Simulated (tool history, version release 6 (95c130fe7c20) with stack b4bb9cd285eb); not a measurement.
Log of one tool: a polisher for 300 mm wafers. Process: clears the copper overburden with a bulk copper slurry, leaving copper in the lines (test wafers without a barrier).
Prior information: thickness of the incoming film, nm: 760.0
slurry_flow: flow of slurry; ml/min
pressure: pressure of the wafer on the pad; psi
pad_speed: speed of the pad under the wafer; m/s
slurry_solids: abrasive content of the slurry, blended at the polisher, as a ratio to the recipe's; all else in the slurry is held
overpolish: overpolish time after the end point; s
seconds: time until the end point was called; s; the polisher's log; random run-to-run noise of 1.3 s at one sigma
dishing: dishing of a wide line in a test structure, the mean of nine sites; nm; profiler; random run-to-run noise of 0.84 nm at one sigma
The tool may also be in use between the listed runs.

run  hour  slurry_flow  pressure  pad_speed  slurry_solids  overpolish  seconds  dishing
  1   0.0          175       1.6       1.32           1.00          27   93.891   85.876
  2   7.6          175       1.6       1.32           1.15          27   92.462   86.355
  3  12.9          175       1.6       1.64           1.15          27   74.965   91.859
  4  20.7          175       1.6       1.64           1.00          27   78.218   92.810
  5  26.5          175       2.0       1.64           1.00          27   65.815   99.733
  6  35.5          205       2.0       1.64           1.00          27   64.638   98.720
  7  38.0          205       2.0       1.64           1.00          27   63.778   99.857
  8  42.9          205       1.8       1.64           1.00          25   71.329   91.861
  9  50.6          195       1.3       1.64           1.00          13   88.309   59.500
 10  54.1          190       1.0       1.54           1.00          26  109.930   72.671
 11  55.6          190       1.0       1.54           1.00          25  110.030   72.508
 12  61.2          190       1.0       1.54           1.00          24  110.160   71.298

The next listed run, before its measurement:
 13  63.9          190       1.0       1.54           1.00          23        ?        ?

seconds: 110.900 s
dishing: 69.857 nm
